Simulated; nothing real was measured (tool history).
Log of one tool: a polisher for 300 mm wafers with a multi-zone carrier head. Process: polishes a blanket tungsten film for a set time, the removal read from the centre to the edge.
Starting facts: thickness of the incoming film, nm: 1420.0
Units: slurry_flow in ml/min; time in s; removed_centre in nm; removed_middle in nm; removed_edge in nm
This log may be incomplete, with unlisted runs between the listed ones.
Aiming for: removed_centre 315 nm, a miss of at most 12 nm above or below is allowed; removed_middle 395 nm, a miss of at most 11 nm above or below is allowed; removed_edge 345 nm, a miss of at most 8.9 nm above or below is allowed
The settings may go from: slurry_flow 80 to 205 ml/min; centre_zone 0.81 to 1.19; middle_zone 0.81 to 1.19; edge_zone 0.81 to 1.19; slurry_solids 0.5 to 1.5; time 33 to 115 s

run    day  slurry_flow  centre_zone  middle_zone  edge_zone  slurry_solids  time  removed_centre  removed_middle  removed_edge
  1      0          135            1            1          1              1    73          390.06          397.14        399.69
  2  0.283          130         0.98         1.01       0.98              1    73          375.11          399.03        396.33
  3    0.6          125         0.97         1.02       0.96           0.95    73          361.41          394.52        388.26
  4  0.817          125         0.97         1.02       0.96            1.1    73          383.63           413.2        397.25
  5  0.875          120         0.96         1.03       0.94           1.05    73          364.56          405.22        385.31
  6  1.112          115         0.95         1.04       0.92           1.05    73          354.41          408.56         388.6
  7  1.488          115         0.95         1.05       0.91              1    72          344.77           392.8        376.25
  8  1.738          115         0.95         1.07       0.89              1    71          350.26          393.06        370.96
  9  1.979          110         0.94         1.09       0.88              1    70          332.95          394.82        353.97
 10  2.154           95         0.91         1.11       0.88              1    70          307.21          381.42        346.84

Exactly one of the 5 candidate moves below puts every result within its allowed miss. Which one?
  A  2.329          100         0.85            1       0.88            0.8    75               ?               ?             ?
  B  2.329           80         0.94         0.99       0.92            0.9    76               ?               ?             ?
  C  2.329           95         0.91         1.05       0.88           1.15    67               ?               ?             ?
  D  2.329           80         0.95         1.18       0.89            0.8    76               ?               ?             ?
  E  2.329          105         0.95         1.07       0.94           1.15    65               ?               ?             ?

move  removed_centre  removed_middle  removed_edge
   A          301.11          361.54        356.08
   B          321.77          349.74        359.46
   C          309.57          361.39        343.71
   D          316.59          392.07        345.57
   E          323.54          365.61        345.55
A: further off than the last run
B: further off than the last run
C: further off than the last run
D: hits every target within its allowed miss
E: further off than the last run
Correct choice: D, which meets every target
